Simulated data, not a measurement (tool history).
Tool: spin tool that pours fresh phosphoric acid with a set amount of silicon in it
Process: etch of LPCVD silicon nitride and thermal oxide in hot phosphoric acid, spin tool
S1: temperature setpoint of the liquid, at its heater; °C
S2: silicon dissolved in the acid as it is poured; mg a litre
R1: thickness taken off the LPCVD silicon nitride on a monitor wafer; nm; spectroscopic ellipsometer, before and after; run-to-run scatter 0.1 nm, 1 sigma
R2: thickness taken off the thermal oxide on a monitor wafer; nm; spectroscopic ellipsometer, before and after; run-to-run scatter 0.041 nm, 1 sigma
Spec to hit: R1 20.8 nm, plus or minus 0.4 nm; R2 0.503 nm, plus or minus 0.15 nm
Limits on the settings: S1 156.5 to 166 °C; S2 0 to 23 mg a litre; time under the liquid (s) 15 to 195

Run 1, hour 0: S1 161 °C, S2 10 mg a litre, time under the liquid (s) 100. Result: R1 11.151 nm, R2 0.22423 nm.
Run 2, hour 4.3: S1 161 °C, S2 10 mg a litre, time under the liquid (s) 65. Result: R1 7.231 nm, R2 0.13828 nm.
Run 3, hour 6.9: S1 161 °C, S2 10 mg a litre, time under the liquid (s) 40. Result: R1 4.451 nm, R2 0.088921 nm.
Run 4, hour 11.8: S1 162 °C, S2 9.5 mg a litre, time under the liquid (s) 65. Result: R1 7.424 nm, R2 0.15858 nm.
Run 5, hour 18.5: S1 163 °C, S2 10.5 mg a litre, time under the liquid (s) 80. Result: R1 9.5268 nm, R2 0.21239 nm.
Run 6, hour 24.8: S1 164.5 °C, S2 10.5 mg a litre, time under the liquid (s) 80. Result: R1 10.019 nm, R2 0.2494 nm.
Run 7, hour 32: S1 165 °C, S2 11.5 mg a litre, time under the liquid (s) 95. Result: R1 12.016 nm, R2 0.25854 nm.
Run 8, hour 34.8: S1 165 °C, S2 10.5 mg a litre, time under the liquid (s) 105. Result: R1 13.246 nm, R2 0.33263 nm.
Run 9, hour 38: S1 165.5 °C, S2 11 mg a litre, time under the liquid (s) 115. Result: R1 14.844 nm, R2 0.41244 nm.
Run 10, hour 42.6: S1 165 °C, S2 17.5 mg a litre, time under the liquid (s) 160. Result: R1 20.358 nm, R2 0.40997 nm.
Run 11, hour 43.2: S1 165 °C, S2 17 mg a litre, time under the liquid (s) 160. Result: R1 20.128 nm, R2 0.40066 nm.

Which single option among these 5 for the next run brings every result within its allowed miss of target? Just one does.
Run A, hour 43.8: S1 165 °C, S2 17 mg a litre, time under the liquid (s) 155. Result: R1 ?, R2 ?.
Run B, hour 43.8: S1 166 °C, S2 8.5 mg a litre, time under the liquid (s) 150. Result: R1 ?, R2 ?.
Run C, hour 43.8: S1 163.5 °C, S2 22 mg a litre, time under the liquid (s) 180. Result: R1 ?, R2 ?.
Run D, hour 43.8: S1 165.5 °C, S2 14.5 mg a litre, time under the liquid (s) 160. Result: R1 ?, R2 ?.
Run E, hour 43.8: S1 165.5 °C, S2 13 mg a litre, time under the liquid (s) 150. Result: R1 ?, R2 ?.

move      R1       R2
   A  19.531  0.43342
   B   19.53  0.55171
   C  21.587  0.39196
   D  20.494  0.49439
   E  19.213  0.48066
A: further off than the last run
B: further off than the last run
C: carries the result that was furthest off beyond its target, to the other side
D: all results land within tolerance of their targets
E: further off than the last run
The move that meets every target is D.
